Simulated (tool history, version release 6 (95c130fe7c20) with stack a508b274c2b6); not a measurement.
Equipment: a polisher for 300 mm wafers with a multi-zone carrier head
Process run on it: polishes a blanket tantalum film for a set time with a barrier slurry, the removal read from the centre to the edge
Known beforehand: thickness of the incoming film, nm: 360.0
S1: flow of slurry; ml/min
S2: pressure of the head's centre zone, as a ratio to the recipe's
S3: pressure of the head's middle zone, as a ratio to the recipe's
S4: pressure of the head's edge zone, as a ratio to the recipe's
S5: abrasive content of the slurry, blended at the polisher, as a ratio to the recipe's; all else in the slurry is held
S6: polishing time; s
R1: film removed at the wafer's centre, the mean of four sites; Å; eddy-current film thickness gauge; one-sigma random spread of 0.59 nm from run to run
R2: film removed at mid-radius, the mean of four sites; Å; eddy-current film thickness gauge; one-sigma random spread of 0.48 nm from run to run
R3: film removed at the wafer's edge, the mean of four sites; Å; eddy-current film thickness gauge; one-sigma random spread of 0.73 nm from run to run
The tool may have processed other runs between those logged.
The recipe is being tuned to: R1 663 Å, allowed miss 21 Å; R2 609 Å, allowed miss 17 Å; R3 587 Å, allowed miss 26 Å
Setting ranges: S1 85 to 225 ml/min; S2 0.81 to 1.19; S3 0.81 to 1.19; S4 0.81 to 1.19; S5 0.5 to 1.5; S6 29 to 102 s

| run | hour | S1 | S2 | S3 | S4 | S5 | S6 | R1 | R2 | R3 |
|---|---|---|---|---|---|---|---|---|---|---|
| 1 | 0 | 145 | 1 | 1 | 1 | 1 | 65 | 783.68 | 778.43 | 766.97 |
| 2 | 2.4 | 140 | 1 | 0.99 | 0.97 | 0.9 | 65 | 736.45 | 746.72 | 722.1 |
| 3 | 8.4 | 135 | 1.01 | 0.97 | 0.94 | 0.85 | 65 | 736.62 | 728.9 | 699.03 |
| 4 | 9.5 | 135 | 1.01 | 0.97 | 0.94 | 1.05 | 65 | 776.25 | 770.48 | 741.95 |
| 5 | 17.8 | 100 | 1.01 | 0.97 | 0.94 | 1.05 | 65 | 695.86 | 706.64 | 697.71 |
| 6 | 26.1 | 100 | 1.01 | 0.97 | 0.99 | 1.05 | 65 | 707.92 | 708.43 | 704.45 |
| 7 | 33.7 | 100 | 1.02 | 0.96 | 0.97 | 1 | 65 | 691.28 | 679.52 | 685.12 |
| 8 | 37.5 | 100 | 1.03 | 0.96 | 0.95 | 0.95 | 65 | 704.83 | 670.85 | 683.15 |
| 9 | 41.9 | 100 | 1.04 | 0.96 | 0.92 | 0.9 | 65 | 688.78 | 672.27 | 645.63 |
|  | 45.9 | edge zone pressure recalibrated |
| 10 | 45.9 | 100 | 1.05 | 0.95 | 0.91 | 0.9 | 65 | 683.41 | 671.25 | 679.07 |
| 11 | 53.4 | 100 | 1.05 | 0.95 | 0.91 | 0.9 | 65 | 687.72 | 667.78 | 671.21 |
| 12 | 62.3 | 100 | 1.07 | 0.96 | 0.9 | 0.8 | 65 | 685.38 | 639.35 | 663.93 |
| 13 | 71.2 | 105 | 1.07 | 0.96 | 0.88 | 0.75 | 64 | 662.84 | 630.82 | 639.85 |

Exercise: of the 5 proposed moves below, exactly one satisfies all targets within the stated allowed misses. Which move is it?
| A | 80.1 | 125 | 1.12 | 0.98 | 0.81 | 0.9 | 55 | ? | ? | ? |
| B | 80.1 | 140 | 1.07 | 1 | 0.83 | 0.85 | 57 | ? | ? | ? |
| C | 80.1 | 190 | 1.02 | 0.89 | 1.05 | 0.6 | 63 | ? | ? | ? |
| D | 80.1 | 195 | 1.16 | 1.18 | 0.81 | 1 | 48 | ? | ? | ? |
| E | 80.1 | 160 | 1.15 | 1.1 | 0.84 | 0.95 | 52 | ? | ? | ? |

| move | R1 | R2 | R3 |
|---|---|---|---|
| A | 657.27 | 607.84 | 584.78 |
| B | 666.54 | 643.03 | 610.91 |
| C | 665.84 | 619.63 | 668.07 |
| D | 673.66 | 668.46 | 561.25 |
| E | 686.77 | 660.47 | 590.7 |
A: meets every target
B: brings the last run's worst result on target, with another outside its allowed miss
C: its largest miss is bigger than the last run's
D: brings the last run's worst result on target, with another outside its allowed miss
E: brings the last run's worst result on target, with another outside its allowed miss
Go with A: it meets all targets.
